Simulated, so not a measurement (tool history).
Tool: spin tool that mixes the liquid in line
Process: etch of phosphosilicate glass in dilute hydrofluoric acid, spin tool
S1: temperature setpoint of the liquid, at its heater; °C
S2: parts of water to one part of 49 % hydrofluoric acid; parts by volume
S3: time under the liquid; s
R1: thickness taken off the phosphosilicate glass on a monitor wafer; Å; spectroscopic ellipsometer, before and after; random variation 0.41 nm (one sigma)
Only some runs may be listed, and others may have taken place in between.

| run | day | S1 | S2 | S3 | R1 |
|---|---|---|---|---|---|
| 1 | 0 | 24 | 150 | 45 | 535.38 |
| 2 | 0.079 | 24 | 150 | 50 | 604.38 |
| 3 | 0.171 | 26.5 | 150 | 50 | 661.9 |
| 4 | 0.308 | 26.5 | 150 | 45 | 593.89 |
| 5 | 0.425 | 27 | 150 | 45 | 606.39 |
| 6 | 0.783 | 27 | 100 | 45 | 963.45 |
| 7 | 0.862 | 26 | 100 | 45 | 931.49 |
| 8 | 1.125 | 25 | 100 | 45 | 899.32 |
| 9 | 1.329 | 24.5 | 100 | 45 | 882.59 |
| 10 | 1.604 | 24 | 100 | 45 | 858.41 |
| 11 | 1.867 | 23.5 | 100 | 45 | 841.32 |
| 12 | 2 | 23 | 100 | 45 | 821.86 |
| 13 | 2.288 | 23 | 100 | 45 | 827.52 |
| 14 | 2.65 | 22.5 | 100 | 45 | 806.32 |

Run 15 has not been measured yet. What should we expect?
| 15 | 2.95 | 22 | 100 | 45 | ? |

R1: 804.37 Å
